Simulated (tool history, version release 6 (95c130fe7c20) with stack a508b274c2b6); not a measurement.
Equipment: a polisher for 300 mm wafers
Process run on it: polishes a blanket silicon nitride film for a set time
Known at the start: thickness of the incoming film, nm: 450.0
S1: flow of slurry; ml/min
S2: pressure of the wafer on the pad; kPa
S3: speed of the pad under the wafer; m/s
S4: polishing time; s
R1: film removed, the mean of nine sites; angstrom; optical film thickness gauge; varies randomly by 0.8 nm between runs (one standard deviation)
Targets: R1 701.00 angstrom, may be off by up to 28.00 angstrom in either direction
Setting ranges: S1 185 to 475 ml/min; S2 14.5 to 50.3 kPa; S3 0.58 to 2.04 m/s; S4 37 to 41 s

Run 1, hour 0.0: S1 305 ml/min, S2 32.4 kPa, S3 1.30 m/s, S4 41 s. Result: R1 939.97 angstrom.
Run 2, hour 8.8: S1 305 ml/min, S2 31.0 kPa, S3 1.30 m/s, S4 41 s. Result: R1 910.60 angstrom.
Run 3, hour 16.3: S1 230 ml/min, S2 31.0 kPa, S3 1.30 m/s, S4 41 s. Result: R1 876.40 angstrom.
Run 4, hour 24.3: S1 230 ml/min, S2 30.3 kPa, S3 1.30 m/s, S4 41 s. Result: R1 851.83 angstrom.
Run 5, hour 32.2: S1 230 ml/min, S2 30.3 kPa, S3 1.30 m/s, S4 41 s. Result: R1 856.26 angstrom.
Run 6, hour 35.8: S1 230 ml/min, S2 30.3 kPa, S3 1.30 m/s, S4 41 s. Result: R1 858.54 angstrom.
Run 7, hour 43.4: S1 230 ml/min, S2 29.6 kPa, S3 1.30 m/s, S4 41 s. Result: R1 858.99 angstrom.
Run 8, hour 51.9: S1 230 ml/min, S2 28.3 kPa, S3 1.30 m/s, S4 41 s. Result: R1 797.49 angstrom.
Run 9, hour 58.1: S1 230 ml/min, S2 27.6 kPa, S3 1.30 m/s, S4 41 s. Result: R1 805.82 angstrom.
Run 10, hour 62.0: S1 230 ml/min, S2 26.9 kPa, S3 1.30 m/s, S4 41 s. Result: R1 761.97 angstrom.
Run 11, hour 63.4: S1 230 ml/min, S2 25.5 kPa, S3 1.30 m/s, S4 41 s. Result: R1 743.85 angstrom.

Below are 5 possible settings for the next run. Only one of them brings all results inside the allowed miss of their targets. Which is it?
Run A, hour 64.8: S1 260 ml/min, S2 27.6 kPa, S3 1.10 m/s, S4 37 s. Result: R1 ?.
Run B, hour 64.8: S1 245 ml/min, S2 26.9 kPa, S3 1.62 m/s, S4 39 s. Result: R1 ?.
Run C, hour 64.8: S1 185 ml/min, S2 26.9 kPa, S3 1.16 m/s, S4 41 s. Result: R1 ?.
Run D, hour 64.8: S1 190 ml/min, S2 32.4 kPa, S3 1.02 m/s, S4 41 s. Result: R1 ?.
Run E, hour 64.8: S1 185 ml/min, S2 26.9 kPa, S3 1.50 m/s, S4 39 s. Result: R1 ?.

move      R1
   A  661.96
   B  868.78
   C  705.26
   D  776.70
   E  791.49
A: the result that was furthest off in the last run now lies on the other side of its target
B: lands further from the targets than the last run did
C: hits every target within its allowed miss
D: lands further from the targets than the last run did
E: lands further from the targets than the last run did
C meets every target.

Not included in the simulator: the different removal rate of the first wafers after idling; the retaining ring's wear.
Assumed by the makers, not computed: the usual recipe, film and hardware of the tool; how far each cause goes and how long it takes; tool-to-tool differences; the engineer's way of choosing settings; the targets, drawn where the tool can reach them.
